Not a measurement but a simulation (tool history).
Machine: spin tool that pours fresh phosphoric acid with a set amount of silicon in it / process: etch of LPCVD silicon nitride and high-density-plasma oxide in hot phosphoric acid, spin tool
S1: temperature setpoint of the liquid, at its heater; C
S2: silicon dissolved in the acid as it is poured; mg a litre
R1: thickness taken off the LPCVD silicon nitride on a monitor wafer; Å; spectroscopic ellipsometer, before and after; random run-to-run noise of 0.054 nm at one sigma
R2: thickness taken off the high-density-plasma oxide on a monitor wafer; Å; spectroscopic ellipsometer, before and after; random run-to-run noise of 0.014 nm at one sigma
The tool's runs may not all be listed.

{"run": 1, "hour": 0.0, "S1": 160.0, "S2": 22.0, "time under the liquid (s)": 130, "R1": 115.5, "R2": 3.948}
{"run": 2, "hour": 0.6, "S1": 159.5, "S2": 22.0, "time under the liquid (s)": 130, "R1": 111.03, "R2": 3.7854}
{"run": 3, "hour": 7.4, "S1": 159.0, "S2": 23.5, "time under the liquid (s)": 130, "R1": 110.3, "R2": 3.554}
{"run": 4, "hour": 14.1, "S1": 158.5, "S2": 25.0, "time under the liquid (s)": 130, "R1": 108.63, "R2": 3.5408}
{"run": 5, "hour": 15.5, "S1": 158.0, "S2": 27.5, "time under the liquid (s)": 130, "R1": 107.33, "R2": 2.7988}
{"run": 6, "hour": 18.9, "S1": 158.0, "S2": 27.5, "time under the liquid (s)": 110, "R1": 89.523, "R2": 2.4419}
{"run": 7, "hour": 22.0, "S1": 158.5, "S2": 28.5, "time under the liquid (s)": 110, "R1": 91.217, "R2": 2.3833}

Run 8 is up next; what results do you expect?
{"run": 8, "hour": 26.9, "S1": 158.5, "S2": 29.0, "time under the liquid (s)": 110, "R1": "?", "R2": "?"}

For run 8 the tool returned R1 92.698 Å, R2 2.4761 Å.
